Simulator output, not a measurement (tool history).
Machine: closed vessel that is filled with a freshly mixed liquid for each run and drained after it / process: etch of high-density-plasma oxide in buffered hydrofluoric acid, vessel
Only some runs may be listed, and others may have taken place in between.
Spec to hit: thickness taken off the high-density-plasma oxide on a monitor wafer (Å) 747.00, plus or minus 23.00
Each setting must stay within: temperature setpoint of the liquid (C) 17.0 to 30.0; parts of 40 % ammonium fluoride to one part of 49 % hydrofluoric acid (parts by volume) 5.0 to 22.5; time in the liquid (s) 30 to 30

run  hour  temperature setpoint of the liquid (C)  parts of 40 % ammonium fluoride to one part of 49 % hydrofluoric acid (parts by volume)  time in the liquid (s)  thickness taken off the high-density-plasma oxide on a monitor wafer (Å)
  1   0.0                                    22.0                                                                                     13.5                      30                                                                    575.57
  2   3.8                                    23.0                                                                                     13.5                      30                                                                    608.20
  3  10.2                                    23.5                                                                                     13.5                      30                                                                    604.00
  4  18.4                                    23.5                                                                                     16.5                      30                                                                    502.04
  5  23.5                                    24.5                                                                                     16.0                      30                                                                    558.74
  6  31.0                                    25.5                                                                                     16.0                      30                                                                    579.78
  7  36.4                                    26.0                                                                                     16.0                      30                                                                    602.97
  8  41.4                                    26.5                                                                                     16.0                      30                                                                    600.05
  9  45.1                                    30.0                                                                                     15.0                      30                                                                    788.56

Consider the 5 candidate settings below. Which is the only one whose results all fall within their allowed miss of target?
  A  48.8                                    30.0                                                                                     17.0                      30                                                                         ?
  B  48.8                                    30.0                                                                                     16.5                      30                                                                         ?
  C  48.8                                    30.0                                                                                     17.5                      30                                                                         ?
  D  48.8                                    28.0                                                                                     15.5                      30                                                                         ?
  E  48.8                                    30.0                                                                                     15.5                      30                                                                         ?

move  thickness taken off the high-density-plasma oxide on a monitor wafer (Å)
   A                                                                    693.74
   B                                                                    714.37
   C                                                                    674.27
   D                                                                    683.26
   E                                                                    759.55
A: moves the result that the last run missed by most past its target, out the other side
B: moves the result that the last run missed by most past its target, out the other side
C: moves the result that the last run missed by most past its target, out the other side
D: moves the result that the last run missed by most past its target, out the other side
E: each result inside its tolerance
E meets every target.
